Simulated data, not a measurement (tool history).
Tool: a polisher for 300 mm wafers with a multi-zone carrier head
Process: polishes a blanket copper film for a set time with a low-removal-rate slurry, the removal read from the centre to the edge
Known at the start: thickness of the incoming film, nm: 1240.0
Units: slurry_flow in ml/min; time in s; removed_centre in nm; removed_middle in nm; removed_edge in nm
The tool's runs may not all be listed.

{"run": 1, "hour": 0.0, "slurry_flow": 260, "centre_zone": 1.0, "middle_zone": 1.0, "edge_zone": 1.0, "slurry_solids": 1.0, "time": 69, "removed_centre": 114.25, "removed_middle": 117.41, "removed_edge": 119.71}
{"run": 2, "hour": 6.4, "slurry_flow": 260, "centre_zone": 1.0, "middle_zone": 1.08, "edge_zone": 1.0, "slurry_solids": 1.0, "time": 69, "removed_centre": 114.1, "removed_middle": 125.14, "removed_edge": 118.37}
{"run": 3, "hour": 10.7, "slurry_flow": 255, "centre_zone": 0.99, "middle_zone": 1.04, "edge_zone": 0.97, "slurry_solids": 0.85, "time": 66, "removed_centre": 105.64, "removed_middle": 109.65, "removed_edge": 106.82}
{"run": 4, "hour": 15.9, "slurry_flow": 255, "centre_zone": 0.99, "middle_zone": 1.04, "edge_zone": 0.97, "slurry_solids": 0.95, "time": 66, "removed_centre": 106.34, "removed_middle": 112.93, "removed_edge": 108.75}
{"run": 5, "hour": 19.8, "slurry_flow": 245, "centre_zone": 0.95, "middle_zone": 1.0, "edge_zone": 0.94, "slurry_solids": 0.85, "time": 66, "removed_centre": 99.081, "removed_middle": 105.6, "removed_edge": 104.71}
{"run": 6, "hour": 26.3, "slurry_flow": 245, "centre_zone": 0.95, "middle_zone": 1.0, "edge_zone": 0.94, "slurry_solids": 0.85, "time": 81, "removed_centre": 123.16, "removed_middle": 131.8, "removed_edge": 128.43}

The next listed run, before its measurement:
{"run": 7, "hour": 30.2, "slurry_flow": 220, "centre_zone": 0.9, "middle_zone": 0.9, "edge_zone": 0.84, "slurry_solids": 0.6, "time": 62, "removed_centre": "?", "removed_middle": "?", "removed_edge": "?"}

Run 7 gave removed_centre 79.859 nm, removed_middle 83.851 nm, removed_edge 85.262 nm.
